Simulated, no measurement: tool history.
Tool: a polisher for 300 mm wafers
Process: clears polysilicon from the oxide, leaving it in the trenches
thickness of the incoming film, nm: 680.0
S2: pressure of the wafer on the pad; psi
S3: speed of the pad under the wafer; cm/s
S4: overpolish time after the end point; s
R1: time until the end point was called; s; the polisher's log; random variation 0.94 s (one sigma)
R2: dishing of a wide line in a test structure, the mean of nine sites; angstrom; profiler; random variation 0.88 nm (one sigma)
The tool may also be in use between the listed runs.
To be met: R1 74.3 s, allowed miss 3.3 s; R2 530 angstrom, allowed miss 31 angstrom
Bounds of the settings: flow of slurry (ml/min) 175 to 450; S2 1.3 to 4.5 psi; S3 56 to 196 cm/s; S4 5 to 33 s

run 1 hour=0 | flow_of_slurry_(ml/min)=290 S2=2.9 S3=126 S4=17 | R1=35.255 R2=552.58
run 2 hour=7.7 | flow_of_slurry_(ml/min)=260 S2=2.9 S3=126 S4=17 | R1=34.948 R2=562.63
run 3 hour=12.9 | flow_of_slurry_(ml/min)=285 S2=2.4 S3=118 S4=16 | R1=43.957 R2=566.62
run 4 hour=21.1 | flow_of_slurry_(ml/min)=285 S2=2 S3=118 S4=16 | R1=52.545 R2=535.72
run 5 hour=24.1 | flow_of_slurry_(ml/min)=280 S2=1.8 S3=112 S4=16 | R1=62.239 R2=534.69
run 6 hour=32.4 | flow_of_slurry_(ml/min)=280 S2=1.8 S3=112 S4=9 | R1=60.577 R2=446.16
run 7 hour=33.5 | flow_of_slurry_(ml/min)=280 S2=1.7 S3=112 S4=12 | R1=63.982 R2=503.4
run 8 hour=39.8 | flow_of_slurry_(ml/min)=280 S2=1.6 S3=112 S4=13 | R1=69.815 R2=499.73
run 9 hour=43.5 | flow_of_slurry_(ml/min)=275 S2=1.6 S3=112 S4=14 | R1=69.22 R2=508.88
run 10 hour=46.7 | flow_of_slurry_(ml/min)=265 S2=1.6 S3=112 S4=15 | R1=69.708 R2=521.52
run 11 hour=53 | flow_of_slurry_(ml/min)=255 S2=1.6 S3=112 S4=15 | R1=69.566 R2=508.83

Which of these 5 next moves meets every target?
run A hour=59.3 | flow_of_slurry_(ml/min)=290 S2=1.6 S3=114 S4=21 | R1=? R2=?
run B hour=59.3 | flow_of_slurry_(ml/min)=300 S2=1.7 S3=94 S4=18 | R1=? R2=?
run C hour=59.3 | flow_of_slurry_(ml/min)=225 S2=1.4 S3=110 S4=21 | R1=? R2=?
run D hour=59.3 | flow_of_slurry_(ml/min)=285 S2=1.7 S3=110 S4=18 | R1=? R2=?
run E hour=59.3 | flow_of_slurry_(ml/min)=245 S2=1.3 S3=156 S4=13 | R1=? R2=?

move=A R1=68.154 R2=564.81
move=B R1=76.536 R2=541.22
move=C R1=82.312 R2=549.67
move=D R1=66.62 R2=554.92
move=E R1=62.996 R2=525.15
A: further off than the last run
B: meets every target
C: takes the result that was furthest off past its target
D: further off than the last run
E: further off than the last run
Move B is the one to make.
